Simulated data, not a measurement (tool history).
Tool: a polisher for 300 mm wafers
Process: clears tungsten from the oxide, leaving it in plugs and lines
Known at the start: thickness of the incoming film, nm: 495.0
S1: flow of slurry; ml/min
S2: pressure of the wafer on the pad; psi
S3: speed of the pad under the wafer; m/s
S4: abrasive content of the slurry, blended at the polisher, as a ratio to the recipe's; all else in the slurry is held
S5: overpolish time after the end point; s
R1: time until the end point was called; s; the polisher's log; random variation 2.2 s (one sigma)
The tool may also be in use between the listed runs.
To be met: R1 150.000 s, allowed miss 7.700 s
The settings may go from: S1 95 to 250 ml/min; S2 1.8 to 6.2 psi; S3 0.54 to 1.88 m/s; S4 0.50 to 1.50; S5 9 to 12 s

Run 1, day 0.000: S1 160 ml/min, S2 4.0 psi, S3 1.20 m/s, S4 1.00, S5 12 s. Result: R1 94.319 s.
Run 2, day 0.283: S1 160 ml/min, S2 4.0 psi, S3 1.40 m/s, S4 1.00, S5 12 s. Result: R1 80.166 s.
Run 3, day 0.471: S1 195 ml/min, S2 4.0 psi, S3 1.40 m/s, S4 1.00, S5 12 s. Result: R1 76.244 s.
Run 4, day 0.512: S1 195 ml/min, S2 4.0 psi, S3 1.40 m/s, S4 1.00, S5 9 s. Result: R1 78.068 s.
Run 5, day 0.738: S1 195 ml/min, S2 4.7 psi, S3 1.40 m/s, S4 1.00, S5 9 s. Result: R1 67.930 s.
Run 6, day 1.042: S1 195 ml/min, S2 4.7 psi, S3 1.40 m/s, S4 0.85, S5 9 s. Result: R1 69.036 s.
Run 7, day 1.262: S1 195 ml/min, S2 4.0 psi, S3 1.34 m/s, S4 0.85, S5 9 s. Result: R1 85.566 s.
Run 8, day 1.471: S1 195 ml/min, S2 3.5 psi, S3 1.32 m/s, S4 0.85, S5 9 s. Result: R1 98.885 s.
Run 9, day 1.750: S1 195 ml/min, S2 3.1 psi, S3 1.30 m/s, S4 0.85, S5 9 s. Result: R1 112.240 s.
Run 10, day 2.021: S1 195 ml/min, S2 2.9 psi, S3 1.30 m/s, S4 0.85, S5 9 s. Result: R1 118.200 s.
Run 11, day 2.271: S1 190 ml/min, S2 1.9 psi, S3 1.28 m/s, S4 0.85, S5 9 s. Result: R1 179.330 s.
Run 12, day 2.433: S1 195 ml/min, S2 2.0 psi, S3 1.28 m/s, S4 0.85, S5 9 s. Result: R1 166.810 s.
Run 13, day 2.479: S1 195 ml/min, S2 2.0 psi, S3 1.28 m/s, S4 0.85, S5 9 s. Result: R1 174.230 s.
Run 14, day 2.508: S1 195 ml/min, S2 2.1 psi, S3 1.28 m/s, S4 0.85, S5 9 s. Result: R1 163.080 s.

Which of these 5 next moves meets every target?
Run A, day 2.538: S1 175 ml/min, S2 2.4 psi, S3 1.42 m/s, S4 0.80, S5 9 s. Result: R1 ?.
Run B, day 2.538: S1 170 ml/min, S2 2.3 psi, S3 1.08 m/s, S4 0.75, S5 9 s. Result: R1 ?.
Run C, day 2.538: S1 195 ml/min, S2 2.2 psi, S3 1.14 m/s, S4 0.85, S5 9 s. Result: R1 ?.
Run D, day 2.538: S1 185 ml/min, S2 2.0 psi, S3 1.44 m/s, S4 0.90, S5 9 s. Result: R1 ?.
Run E, day 2.538: S1 185 ml/min, S2 2.7 psi, S3 1.28 m/s, S4 0.90, S5 12 s. Result: R1 ?.

move       R1
   A  136.410
   B  184.100
   C  173.760
   D  153.830
   E  128.300
A: takes the result that was furthest off past its target
B: further off than the last run
C: further off than the last run
D: meets every target
E: takes the result that was furthest off past its target
The right move is D.
